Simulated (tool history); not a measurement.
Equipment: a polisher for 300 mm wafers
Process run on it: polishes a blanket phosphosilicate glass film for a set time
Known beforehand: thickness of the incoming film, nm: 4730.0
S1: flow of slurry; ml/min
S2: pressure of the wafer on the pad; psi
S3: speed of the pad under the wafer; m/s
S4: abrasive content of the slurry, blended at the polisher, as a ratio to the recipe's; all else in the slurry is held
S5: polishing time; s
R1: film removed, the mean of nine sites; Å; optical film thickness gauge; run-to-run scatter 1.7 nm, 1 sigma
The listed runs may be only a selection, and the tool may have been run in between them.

{"run": 1, "day": 0.0, "S1": 265, "S2": 3.9, "S3": 0.9, "S4": 1, "S5": 30, "R1": 3083.3}
{"run": 2, "day": 0.138, "S1": 265, "S2": 3.4, "S3": 0.84, "S4": 1, "S5": 30, "R1": 2510.8}
{"run": 3, "day": 0.358, "S1": 265, "S2": 3.4, "S3": 0.94, "S4": 1, "S5": 30, "R1": 2764.8}
{"run": 4, "day": 0.571, "S1": 265, "S2": 3.7, "S3": 0.94, "S4": 1, "S5": 30, "R1": 3005.7}
{"run": 5, "day": 0.775, "S1": 265, "S2": 3.2, "S3": 0.9, "S4": 1, "S5": 30, "R1": 2458.3}
{"run": 6, "day": 1.133, "S1": 265, "S2": 2.9, "S3": 0.88, "S4": 1, "S5": 30, "R1": 2245.2}

What will run 7 give?
{"run": 7, "day": 1.404, "S1": 265, "S2": 2.6, "S3": 0.86, "S4": 1, "S5": 30, "R1": "?"}

Run 7 measured R1 2058.5 Å.
